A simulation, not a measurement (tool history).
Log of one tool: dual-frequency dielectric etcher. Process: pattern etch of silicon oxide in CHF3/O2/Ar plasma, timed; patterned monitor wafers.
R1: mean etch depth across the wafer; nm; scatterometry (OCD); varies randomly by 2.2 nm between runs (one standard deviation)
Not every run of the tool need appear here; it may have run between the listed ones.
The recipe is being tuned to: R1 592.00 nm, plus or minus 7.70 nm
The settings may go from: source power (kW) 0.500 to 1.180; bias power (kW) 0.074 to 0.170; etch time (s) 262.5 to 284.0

{"run": 1, "hour": 0.0, "source power (kW)": 0.84, "bias power (kW)": 0.122, "etch time (s)": 284.0, "R1": 644.92}
{"run": 2, "hour": 0.9, "source power (kW)": 0.76, "bias power (kW)": 0.122, "etch time (s)": 284.0, "R1": 618.78}
{"run": 3, "hour": 2.7, "source power (kW)": 0.76, "bias power (kW)": 0.134, "etch time (s)": 284.0, "R1": 649.89}
{"run": 4, "hour": 9.9, "source power (kW)": 0.71, "bias power (kW)": 0.133, "etch time (s)": 284.0, "R1": 627.27}
{"run": 5, "hour": 11.9, "source power (kW)": 0.68, "bias power (kW)": 0.133, "etch time (s)": 284.0, "R1": 614.87}
{"run": 6, "hour": 13.6, "source power (kW)": 0.66, "bias power (kW)": 0.133, "etch time (s)": 284.0, "R1": 603.67}
{"run": 7, "hour": 22.3, "source power (kW)": 0.65, "bias power (kW)": 0.133, "etch time (s)": 284.0, "R1": 602.68}
{"run": 8, "hour": 30.5, "source power (kW)": 0.64, "bias power (kW)": 0.133, "etch time (s)": 284.0, "R1": 599.58}

5 next moves are on the table. One of them brings every result within its allowed miss. Which?
{"run": "A", "hour": 38.7, "source power (kW)": 0.77, "bias power (kW)": 0.133, "etch time (s)": 266.5, "R1": "?"}
{"run": "B", "hour": 38.7, "source power (kW)": 0.67, "bias power (kW)": 0.137, "etch time (s)": 279.0, "R1": "?"}
{"run": "C", "hour": 38.7, "source power (kW)": 0.74, "bias power (kW)": 0.126, "etch time (s)": 281.5, "R1": "?"}
{"run": "D", "hour": 38.7, "source power (kW)": 0.77, "bias power (kW)": 0.138, "etch time (s)": 262.5, "R1": "?"}
{"run": "E", "hour": 38.7, "source power (kW)": 0.64, "bias power (kW)": 0.133, "etch time (s)": 280.0, "R1": "?"}

move=A R1=606.50
move=B R1=608.09
move=C R1=615.46
move=D R1=607.18
move=E R1=591.16
A: further off than the last run
B: further off than the last run
C: further off than the last run
D: further off than the last run
E: all results in spec
Go with E: it meets all targets.

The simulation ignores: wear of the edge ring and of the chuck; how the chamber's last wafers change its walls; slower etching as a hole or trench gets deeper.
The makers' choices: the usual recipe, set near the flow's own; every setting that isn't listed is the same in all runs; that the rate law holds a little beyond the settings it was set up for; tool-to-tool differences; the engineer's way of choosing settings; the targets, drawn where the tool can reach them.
